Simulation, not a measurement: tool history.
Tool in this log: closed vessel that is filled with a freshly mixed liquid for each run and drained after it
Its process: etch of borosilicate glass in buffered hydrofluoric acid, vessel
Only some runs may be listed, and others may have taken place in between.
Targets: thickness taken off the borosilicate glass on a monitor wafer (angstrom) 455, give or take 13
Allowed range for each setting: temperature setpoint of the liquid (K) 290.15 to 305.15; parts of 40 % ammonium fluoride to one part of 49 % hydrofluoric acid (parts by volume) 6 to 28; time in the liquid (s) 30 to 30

| run | hour | temperature setpoint of the liquid (K) | parts of 40 % ammonium fluoride to one part of 49 % hydrofluoric acid (parts by volume) | time in the liquid (s) | thickness taken off the borosilicate glass on a monitor wafer (angstrom) |
|---|---|---|---|---|---|
| 1 | 0 | 297.15 | 17 | 30 | 205.66 |
| 2 | 6.7 | 299.15 | 15.5 | 30 | 252.8 |
| 3 | 9.9 | 299.15 | 20 | 30 | 195.1 |
| 4 | 10.8 | 300.65 | 17.5 | 30 | 240.18 |
| 5 | 15.8 | 301.65 | 15.5 | 30 | 288.63 |
| 6 | 24 | 302.65 | 14.5 | 30 | 326.98 |
| 7 | 27.9 | 303.15 | 13.5 | 30 | 351.53 |
| 8 | 29.3 | 305.15 | 10 | 30 | 520.4 |
| 9 | 30.4 | 304.65 | 10 | 30 | 513.98 |
| 10 | 34.8 | 301.65 | 10 | 30 | 445.71 |

5 next moves are on the table. One of them brings every result within its allowed miss. Which?
| A | 39.2 | 303.15 | 11 | 30 | ? |
| B | 39.2 | 298.65 | 8 | 30 | ? |
| C | 39.2 | 296.15 | 7.5 | 30 | ? |
| D | 39.2 | 301.65 | 10.5 | 30 | ? |
| E | 39.2 | 303.65 | 11.5 | 30 | ? |

| move | thickness taken off the borosilicate glass on a monitor wafer (angstrom) |
|---|---|
| A | 432.25 |
| B | 457.1 |
| C | 429.68 |
| D | 418.62 |
| E | 424.57 |
A: moves away from the targets compared with the last run
B: every result lands within tolerance
C: moves away from the targets compared with the last run
D: moves away from the targets compared with the last run
E: moves away from the targets compared with the last run
The right move is B.
